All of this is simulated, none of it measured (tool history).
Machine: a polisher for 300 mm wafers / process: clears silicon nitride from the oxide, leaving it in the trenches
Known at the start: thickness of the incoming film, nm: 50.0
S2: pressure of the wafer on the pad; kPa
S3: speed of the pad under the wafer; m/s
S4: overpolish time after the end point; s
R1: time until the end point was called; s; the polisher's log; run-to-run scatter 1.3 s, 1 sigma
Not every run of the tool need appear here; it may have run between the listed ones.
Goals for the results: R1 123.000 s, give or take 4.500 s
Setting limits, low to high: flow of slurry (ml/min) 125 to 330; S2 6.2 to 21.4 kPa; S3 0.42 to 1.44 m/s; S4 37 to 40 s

{"run": 1, "day": 0.0, "flow of slurry (ml/min)": 210, "S2": 13.8, "S3": 0.92, "S4": 37, "R1": 75.113}
{"run": 2, "day": 0.371, "flow of slurry (ml/min)": 210, "S2": 13.1, "S3": 0.92, "S4": 37, "R1": 78.698}
{"run": 3, "day": 0.6, "flow of slurry (ml/min)": 210, "S2": 12.4, "S3": 0.92, "S4": 37, "R1": 83.312}
{"run": 4, "day": 0.833, "flow of slurry (ml/min)": 210, "S2": 11.7, "S3": 0.92, "S4": 37, "R1": 86.903}
{"run": 5, "day": 0.929, "flow of slurry (ml/min)": 210, "S2": 11.7, "S3": 1.04, "S4": 37, "R1": 81.578}
{"run": 6, "day": 1.025, "flow of slurry (ml/min)": 210, "S2": 11.7, "S3": 1.04, "S4": 40, "R1": 82.875}
{"run": 7, "day": 1.292, "flow of slurry (ml/min)": 210, "S2": 11.7, "S3": 1.04, "S4": 40, "R1": 82.42}
{"run": 8, "day": 1.55, "flow of slurry (ml/min)": 210, "S2": 11.0, "S3": 1.04, "S4": 40, "R1": 85.312}
{"run": 9, "day": 1.758, "flow of slurry (ml/min)": 210, "S2": 10.3, "S3": 1.04, "S4": 40, "R1": 90.924}
{"run": 10, "day": 2.058, "flow of slurry (ml/min)": 210, "S2": 9.7, "S3": 1.04, "S4": 40, "R1": 97.884}
{"run": 11, "day": 2.362, "flow of slurry (ml/min)": 205, "S2": 6.2, "S3": 1.04, "S4": 40, "R1": 149.55}
{"run": 12, "day": 2.679, "flow of slurry (ml/min)": 210, "S2": 6.2, "S3": 1.04, "S4": 40, "R1": 149.6}
{"run": 13, "day": 2.854, "flow of slurry (ml/min)": 215, "S2": 6.9, "S3": 1.04, "S4": 40, "R1": 136.67}

Of the 5 settings listed for the next run, only one would bring every result within its allowed miss of target. Which one?
{"run": "A", "day": 3.029, "flow of slurry (ml/min)": 190, "S2": 7.6, "S3": 0.94, "S4": 40, "R1": "?"}
{"run": "B", "day": 3.029, "flow of slurry (ml/min)": 215, "S2": 7.6, "S3": 0.94, "S4": 39, "R1": "?"}
{"run": "C", "day": 3.029, "flow of slurry (ml/min)": 230, "S2": 6.9, "S3": 1.2, "S4": 40, "R1": "?"}
{"run": "D", "day": 3.029, "flow of slurry (ml/min)": 270, "S2": 9.7, "S3": 0.58, "S4": 40, "R1": "?"}
{"run": "E", "day": 3.029, "flow of slurry (ml/min)": 190, "S2": 8.3, "S3": 1.04, "S4": 37, "R1": "?"}

move=A R1=129.640
move=B R1=128.280
move=C R1=119.560
move=D R1=130.290
move=E R1=112.150
A: nearer than the last run, and not there yet
B: nearer than the last run, and not there yet
C: meets every target
D: nearer than the last run, and not there yet
E: pushes the last run's worst result past its target
The right move is C.
